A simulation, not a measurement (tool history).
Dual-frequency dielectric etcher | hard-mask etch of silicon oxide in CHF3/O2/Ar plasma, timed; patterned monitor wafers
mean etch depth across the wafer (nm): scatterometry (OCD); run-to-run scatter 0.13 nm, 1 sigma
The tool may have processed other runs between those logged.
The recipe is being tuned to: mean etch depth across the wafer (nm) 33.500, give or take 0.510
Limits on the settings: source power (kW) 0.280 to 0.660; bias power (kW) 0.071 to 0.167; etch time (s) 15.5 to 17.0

run    day  source power (kW)  bias power (kW)  etch time (s)  mean etch depth across the wafer (nm)
  1  0.000              0.470            0.119           17.0                                 27.469
  2  0.267              0.510            0.123           17.0                                 29.221
  3  0.288              0.510            0.123           15.5                                 26.467
  4  0.600              0.580            0.123           15.5                                 28.242
  5  0.771              0.580            0.111           15.5                                 27.052
  6  1.042              0.580            0.099           15.5                                 25.658
  7  1.275              0.600            0.111           15.5                                 27.378
  8  1.454              0.610            0.120           15.5                                 28.454
  9  1.829              0.620            0.128           15.5                                 29.292
 10  2.179              0.630            0.135           15.5                                 30.424
 11  2.554              0.640            0.140           15.5                                 31.025
 12  2.850              0.660            0.164           16.0                                 34.647
 13  2.975              0.650            0.164           16.0                                 34.261
 14  3.225              0.640            0.164           16.0                                 34.383

Consider the 5 candidate settings below. Which is the only one whose results all fall within their allowed miss of target?
  A  3.475              0.660            0.149           16.0                                      ?
  B  3.475              0.620            0.167           16.5                                      ?
  C  3.475              0.620            0.155           15.5                                      ?
  D  3.475              0.660            0.167           16.0                                      ?
  E  3.475              0.630            0.157           17.0                                      ?

move  mean etch depth across the wafer (nm)
   A                                 33.206
   B                                 34.886
   C                                 31.788
   D                                 34.781
   E                                 35.299
A: every result within its allowed miss
B: further off than the last run
C: the result that was furthest off in the last run now lies on the other side of its target
D: further off than the last run
E: further off than the last run
Correct choice: A, which meets every target
